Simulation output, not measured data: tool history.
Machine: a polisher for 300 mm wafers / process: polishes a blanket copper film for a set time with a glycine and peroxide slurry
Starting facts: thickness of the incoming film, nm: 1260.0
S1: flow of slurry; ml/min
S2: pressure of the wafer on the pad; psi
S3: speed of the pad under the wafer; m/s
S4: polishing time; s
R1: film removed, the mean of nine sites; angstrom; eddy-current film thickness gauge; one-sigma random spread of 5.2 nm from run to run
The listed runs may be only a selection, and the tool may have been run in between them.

run	hour	S1	S2	S3	S4	R1
1	0	270	2.7	1.22	68	5146.5
2	6.4	270	3.2	1.22	68	5995.8
3	13.4	270	3	1.22	68	5706.2
4	20.2	270	2.9	1.22	68	5517.2
5	22.1	270	2.8	1.22	68	5553.2
6	29.9	270	2.6	1.2	68	5217.7
7	33.5	270	2.5	1.18	68	4967.5

What will run 8 give?
8	34.3	270	2.4	1.18	68	?

R1: 4760.5 angstrom
